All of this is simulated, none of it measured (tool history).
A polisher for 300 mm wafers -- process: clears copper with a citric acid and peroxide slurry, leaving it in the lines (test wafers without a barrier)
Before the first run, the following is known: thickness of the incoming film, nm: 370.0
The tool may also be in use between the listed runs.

run  hour  flow of slurry (ml/min)  pressure of the wafer on the pad (kPa)  speed of the pad under the wafer (m/s)  abrasive content of the slurry  overpolish time after the end point (s)  time until the end point was called (s)  dishing of a wide line in a test structure (angstrom)
  1   0.0                      225                                    23.4                                    1.18                            1.00                                       19                                   136.73                                                335.080
  2   1.0                      225                                    21.4                                    1.18                            1.00                                       16                                   148.28                                                280.860
  3   9.6                      225                                    21.4                                    1.18                            0.90                                       16                                   151.61                                                274.940
  4  17.7                      210                                    20.0                                    1.16                            1.00                                       14                                   162.19                                                225.220
  5  25.3                      210                                    20.0                                    1.44                            1.00                                       14                                   136.56                                                277.290
  6  29.3                      210                                    24.1                                    1.44                            1.00                                       14                                   112.32                                                314.370
  7  35.7                      210                                    17.2                                    1.24                            1.00                                        6                                   174.94                                                 94.118

Estimate the outcome of run 8 from the log above:
  8  36.5                      180                                    15.9                                    1.22                            0.95                                       14                                        ?                                                      ?

Run 8 gave time until the end point was called (s) 204.95, dishing of a wide line in a test structure (angstrom) 186.020.
